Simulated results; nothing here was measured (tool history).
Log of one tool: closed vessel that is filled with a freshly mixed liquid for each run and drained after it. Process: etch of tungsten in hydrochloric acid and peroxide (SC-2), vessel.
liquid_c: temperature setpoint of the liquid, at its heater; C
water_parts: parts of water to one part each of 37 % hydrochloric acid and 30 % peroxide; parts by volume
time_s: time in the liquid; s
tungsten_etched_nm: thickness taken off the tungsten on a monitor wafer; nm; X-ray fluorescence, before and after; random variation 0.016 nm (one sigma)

{"run": 1, "hour": 0.0, "liquid_c": 49, "water_parts": 10, "time_s": 30, "tungsten_etched_nm": 5.7905}
{"run": 2, "hour": 5.7, "liquid_c": 49, "water_parts": 8, "time_s": 30, "tungsten_etched_nm": 6.9203}
{"run": 3, "hour": 12.0, "liquid_c": 49, "water_parts": 8, "time_s": 30, "tungsten_etched_nm": 6.958}
{"run": 4, "hour": 13.0, "liquid_c": 46, "water_parts": 8, "time_s": 30, "tungsten_etched_nm": 5.68}
{"run": 5, "hour": 15.0, "liquid_c": 46, "water_parts": 8, "time_s": 30, "tungsten_etched_nm": 5.6583}
{"run": 6, "hour": 19.2, "liquid_c": 40, "water_parts": 8, "time_s": 30, "tungsten_etched_nm": 3.7262}
{"run": 7, "hour": 20.9, "liquid_c": 40, "water_parts": 8, "time_s": 30, "tungsten_etched_nm": 3.6965}

Forecast run 8:
{"run": 8, "hour": 28.7, "liquid_c": 39, "water_parts": 8, "time_s": 30, "tungsten_etched_nm": "?"}

tungsten_etched_nm: 3.4533 nm
